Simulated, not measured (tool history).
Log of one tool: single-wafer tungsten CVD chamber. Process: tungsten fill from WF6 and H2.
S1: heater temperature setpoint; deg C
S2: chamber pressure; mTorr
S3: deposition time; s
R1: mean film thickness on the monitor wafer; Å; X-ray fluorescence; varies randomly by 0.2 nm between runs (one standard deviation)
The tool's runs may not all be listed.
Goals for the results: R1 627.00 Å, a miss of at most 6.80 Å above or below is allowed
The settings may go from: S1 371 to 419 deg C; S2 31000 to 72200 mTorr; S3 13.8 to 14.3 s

Run 1, hour 0.0: S1 395 deg C, S2 51600 mTorr, S3 13.8 s. Result: R1 444.81 Å.
Run 2, hour 5.7: S1 397 deg C, S2 51600 mTorr, S3 13.8 s. Result: R1 465.36 Å.
Run 3, hour 9.0: S1 397 deg C, S2 56500 mTorr, S3 13.8 s. Result: R1 487.50 Å.
Run 4, hour 16.6: S1 397 deg C, S2 56500 mTorr, S3 13.8 s. Result: R1 486.27 Å.
Run 5, hour 19.0: S1 399 deg C, S2 56500 mTorr, S3 13.8 s. Result: R1 507.65 Å.
Run 6, hour 22.0: S1 400 deg C, S2 56500 mTorr, S3 13.8 s. Result: R1 518.30 Å.
Run 7, hour 24.9: S1 401 deg C, S2 56500 mTorr, S3 13.8 s. Result: R1 529.60 Å.
Run 8, hour 27.0: S1 402 deg C, S2 56500 mTorr, S3 13.8 s. Result: R1 540.60 Å.
Run 9, hour 29.8: S1 411 deg C, S2 56600 mTorr, S3 13.8 s. Result: R1 644.97 Å.

Which single option among these 4 for the next run brings every result within its allowed miss of target? Just one does.
Run A, hour 32.6: S1 419 deg C, S2 36500 mTorr, S3 14.3 s. Result: R1 ?.
Run B, hour 32.6: S1 414 deg C, S2 48800 mTorr, S3 14.0 s. Result: R1 ?.
Run C, hour 32.6: S1 411 deg C, S2 53800 mTorr, S3 13.8 s. Result: R1 ?.
Run D, hour 32.6: S1 408 deg C, S2 57400 mTorr, S3 13.8 s. Result: R1 ?.

move      R1
   A  609.89
   B  642.47
   C  630.48
   D  616.13
A: takes the biggest miss from the last run beyond its target
B: closes in on the targets versus the last run, not all within tolerance yet
C: meets every target
D: takes the biggest miss from the last run beyond its target
So the answer is move C, the one that meets all the targets.
